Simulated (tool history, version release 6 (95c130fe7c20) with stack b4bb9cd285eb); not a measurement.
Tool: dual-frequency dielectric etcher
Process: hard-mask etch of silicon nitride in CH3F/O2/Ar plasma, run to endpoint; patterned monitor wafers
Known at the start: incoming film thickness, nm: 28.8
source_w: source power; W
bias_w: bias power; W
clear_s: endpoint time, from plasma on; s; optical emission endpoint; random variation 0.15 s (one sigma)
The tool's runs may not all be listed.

run	hour	source_w	bias_w	clear_s
1	0.0	490	68	37.648
2	6.3	440	68	39.394
3	10.1	440	72	38.865
4	16.3	500	72	36.676
5	24.0	500	62	37.694
6	32.1	430	62	40.269
7	37.3	470	64	38.762
8	43.2	500	65	37.387
9	45.3	520	66	36.690
10	50.0	540	67	35.866
11	54.6	550	67	35.394

The next listed run, before its measurement:
12	58.1	560	67	?

{"run 12": {"clear_s": 35.674}}
